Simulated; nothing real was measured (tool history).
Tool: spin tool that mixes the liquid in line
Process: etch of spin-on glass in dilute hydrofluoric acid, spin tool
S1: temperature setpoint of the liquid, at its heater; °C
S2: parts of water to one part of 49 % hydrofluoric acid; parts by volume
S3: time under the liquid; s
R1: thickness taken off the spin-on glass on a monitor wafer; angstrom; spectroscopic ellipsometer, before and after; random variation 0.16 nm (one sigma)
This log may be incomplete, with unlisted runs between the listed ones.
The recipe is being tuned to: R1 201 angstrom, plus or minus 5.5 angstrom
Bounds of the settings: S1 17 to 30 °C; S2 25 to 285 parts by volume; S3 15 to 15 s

| run | hour | S1 | S2 | S3 | R1 |
|---|---|---|---|---|---|
| 1 | 0 | 22 | 155 | 15 | 51.776 |
| 2 | 1.6 | 22 | 120 | 15 | 69.161 |
| 3 | 8.8 | 25 | 120 | 15 | 79.475 |
| 4 | 15.7 | 25 | 120 | 15 | 79.009 |
| 5 | 20 | 26 | 100 | 15 | 100.15 |
| 6 | 23 | 27 | 85 | 15 | 123.83 |
| 7 | 31.3 | 27.5 | 75 | 15 | 148.35 |
| 8 | 34.7 | 28 | 70 | 15 | 159.92 |
| 9 | 35.7 | 30 | 50 | 15 | 249.2 |
| 10 | 43.9 | 29.5 | 50 | 15 | 246.64 |
| 11 | 47.8 | 29 | 50 | 15 | 240.71 |
| 12 | 49.8 | 28.5 | 50 | 15 | 235.6 |
| 13 | 58.3 | 27.5 | 50 | 15 | 225.84 |
| 14 | 63.7 | 26.5 | 50 | 15 | 217.61 |
| 15 | 72.6 | 26 | 50 | 15 | 214.7 |
| 16 | 75.4 | 25.5 | 50 | 15 | 209.06 |

Next run, 4 choices. One meets every target within its allowed miss, the rest don't. Which?
| A | 78.2 | 26 | 50 | 15 | ? |
| B | 78.2 | 27 | 50 | 15 | ? |
| C | 78.2 | 23.5 | 45 | 15 | ? |
| D | 78.2 | 24.5 | 50 | 15 | ? |

| move | R1 |
|---|---|
| A | 216.24 |
| B | 225.14 |
| C | 218.34 |
| D | 203.42 |
A: further off than the last run
B: further off than the last run
C: further off than the last run
D: hits every target within its allowed miss
D meets every target.
